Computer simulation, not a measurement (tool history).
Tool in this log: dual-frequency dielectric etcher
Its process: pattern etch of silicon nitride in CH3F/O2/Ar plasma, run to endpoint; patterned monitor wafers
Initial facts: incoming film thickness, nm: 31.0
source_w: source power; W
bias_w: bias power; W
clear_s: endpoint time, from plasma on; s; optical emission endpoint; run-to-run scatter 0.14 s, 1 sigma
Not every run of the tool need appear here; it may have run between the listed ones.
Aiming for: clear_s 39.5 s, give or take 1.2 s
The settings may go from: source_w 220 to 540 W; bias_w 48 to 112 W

run 1 hour=0 | source_w=380 bias_w=80 | clear_s=46.158
run 2 hour=3.9 | source_w=440 bias_w=80 | clear_s=43.106
run 3 hour=11.6 | source_w=450 bias_w=81 | clear_s=42.313
run 4 hour=12.3 | source_w=460 bias_w=82 | clear_s=41.618
run 5 hour=13.6 | source_w=430 bias_w=82 | clear_s=43.069
run 6 hour=22.6 | source_w=430 bias_w=70 | clear_s=45.749
run 7 hour=27 | source_w=450 bias_w=71 | clear_s=44.912
run 8 hour=34.8 | source_w=460 bias_w=72 | clear_s=44.133
run 9 hour=39.6 | source_w=470 bias_w=73 | clear_s=43.22
run 10 hour=46.5 | source_w=480 bias_w=74 | clear_s=42.837

Exactly one of the 4 candidate moves below puts every result within its allowed miss. Which one?
run A hour=53.4 | source_w=540 bias_w=78 | clear_s=?
run B hour=53.4 | source_w=480 bias_w=52 | clear_s=?
run C hour=53.4 | source_w=470 bias_w=67 | clear_s=?
run D hour=53.4 | source_w=500 bias_w=73 | clear_s=?

move=A clear_s=39.782
move=B clear_s=48.662
move=C clear_s=44.754
move=D clear_s=42.172
A: meets every target
B: lands further from the targets than the last run did
C: lands further from the targets than the last run did
D: nearer than the last run, and not there yet
A meets every target.

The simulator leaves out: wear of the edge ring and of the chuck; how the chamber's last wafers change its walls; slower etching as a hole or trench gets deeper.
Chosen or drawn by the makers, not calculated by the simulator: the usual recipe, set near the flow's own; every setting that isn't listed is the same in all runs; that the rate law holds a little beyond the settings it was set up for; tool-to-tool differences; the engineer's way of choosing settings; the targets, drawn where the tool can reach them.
